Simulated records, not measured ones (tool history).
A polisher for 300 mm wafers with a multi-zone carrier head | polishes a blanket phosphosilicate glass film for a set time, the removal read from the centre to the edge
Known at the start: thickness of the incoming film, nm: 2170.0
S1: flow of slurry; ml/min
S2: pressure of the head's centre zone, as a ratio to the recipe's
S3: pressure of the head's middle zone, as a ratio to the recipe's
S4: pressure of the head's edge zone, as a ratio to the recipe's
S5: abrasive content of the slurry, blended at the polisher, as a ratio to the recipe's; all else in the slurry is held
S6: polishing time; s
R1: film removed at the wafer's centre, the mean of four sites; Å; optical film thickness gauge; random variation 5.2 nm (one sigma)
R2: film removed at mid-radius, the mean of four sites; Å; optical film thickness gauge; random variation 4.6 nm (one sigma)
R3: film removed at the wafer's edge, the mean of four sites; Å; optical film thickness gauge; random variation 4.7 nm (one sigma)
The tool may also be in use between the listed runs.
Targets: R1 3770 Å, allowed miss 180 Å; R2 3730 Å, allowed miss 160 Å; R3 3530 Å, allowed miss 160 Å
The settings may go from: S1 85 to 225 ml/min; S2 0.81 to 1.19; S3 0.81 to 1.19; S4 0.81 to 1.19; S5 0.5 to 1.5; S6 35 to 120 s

Run 1, day 0: S1 145 ml/min, S2 1, S3 1, S4 1, S5 1, S6 77 s. Result: R1 4722.8 Å, R2 4831 Å, R3 4885.7 Å.
Run 2, day 0.304: S1 145 ml/min, S2 1, S3 0.94, S4 1, S5 1, S6 77 s. Result: R1 4636.3 Å, R2 4415.7 Å, R3 4881.3 Å.
Run 3, day 0.429: S1 145 ml/min, S2 1, S3 0.95, S4 0.98, S5 0.95, S6 77 s. Result: R1 4560.4 Å, R2 4342 Å, R3 4498.7 Å.
Run 4, day 0.675: S1 140 ml/min, S2 0.98, S3 0.94, S4 0.96, S5 0.95, S6 77 s. Result: R1 4517.2 Å, R2 4294.9 Å, R3 4530.9 Å.
Run 5, day 0.808: S1 140 ml/min, S2 0.97, S3 0.94, S4 0.95, S5 0.9, S6 77 s. Result: R1 4253 Å, R2 4082.7 Å, R3 4382.2 Å.
Run 6, day 1.171: S1 140 ml/min, S2 0.97, S3 0.95, S4 0.93, S5 0.85, S6 77 s. Result: R1 4085.8 Å, R2 4063.3 Å, R3 4116.3 Å.
Run 7, day 1.512: S1 135 ml/min, S2 0.97, S3 0.95, S4 0.91, S5 0.85, S6 77 s. Result: R1 4137.8 Å, R2 4026.9 Å, R3 4154.4 Å.
Run 8, day 1.546: S1 160 ml/min, S2 1.01, S3 1.03, S4 0.88, S5 0.6, S6 75 s. Result: R1 3217.8 Å, R2 3333.7 Å, R3 3096.9 Å.
At day 1.842: slurry nozzle cleaned.
Run 9, day 1.842: S1 160 ml/min, S2 1.02, S3 1.03, S4 0.89, S5 0.6, S6 75 s. Result: R1 3536.5 Å, R2 3590.1 Å, R3 3259.4 Å.
Run 10, day 2.033: S1 160 ml/min, S2 1.02, S3 1.03, S4 0.9, S5 0.6, S6 75 s. Result: R1 3548.5 Å, R2 3652.1 Å, R3 3204.9 Å.
Run 11, day 2.071: S1 160 ml/min, S2 1.02, S3 1.02, S4 0.91, S5 0.6, S6 75 s. Result: R1 3584.6 Å, R2 3494.1 Å, R3 3193.7 Å.
Run 12, day 2.25: S1 160 ml/min, S2 1.02, S3 1.02, S4 0.92, S5 0.6, S6 75 s. Result: R1 3556.4 Å, R2 3460.3 Å, R3 3352.2 Å.
Run 13, day 2.612: S1 160 ml/min, S2 1.02, S3 1.03, S4 0.92, S5 0.6, S6 75 s. Result: R1 3506.3 Å, R2 3535.4 Å, R3 3226.1 Å.

Which of these 5 next moves meets every target?
Run A, day 2.975: S1 165 ml/min, S2 0.9, S3 0.86, S4 0.94, S5 0.8, S6 66 s. Result: R1 ?, R2 ?, R3 ?.
Run B, day 2.975: S1 155 ml/min, S2 0.9, S3 0.87, S4 0.95, S5 0.75, S6 70 s. Result: R1 ?, R2 ?, R3 ?.
Run C, day 2.975: S1 135 ml/min, S2 0.97, S3 0.97, S4 0.85, S5 0.75, S6 71 s. Result: R1 ?, R2 ?, R3 ?.
Run D, day 2.975: S1 165 ml/min, S2 1.06, S3 1.07, S4 0.9, S5 0.55, S6 71 s. Result: R1 ?, R2 ?, R3 ?.
Run E, day 2.975: S1 210 ml/min, S2 1.04, S3 0.85, S4 0.9, S5 0.55, S6 84 s. Result: R1 ?, R2 ?, R3 ?.

move      R1      R2      R3
   A    3437  3438.2  3745.5
   B  3445.9  3483.8  3787.2
   C  3679.3  3783.4  3588.2
   D  3201.7  3254.6  2887.3
   E  3849.6  3282.1  3510.1
A: takes the result that was furthest off past its target
B: takes the result that was furthest off past its target
C: meets every target
D: further off than the last run
E: brings the result that was furthest off to its target, and leaves another outside
Answer: C
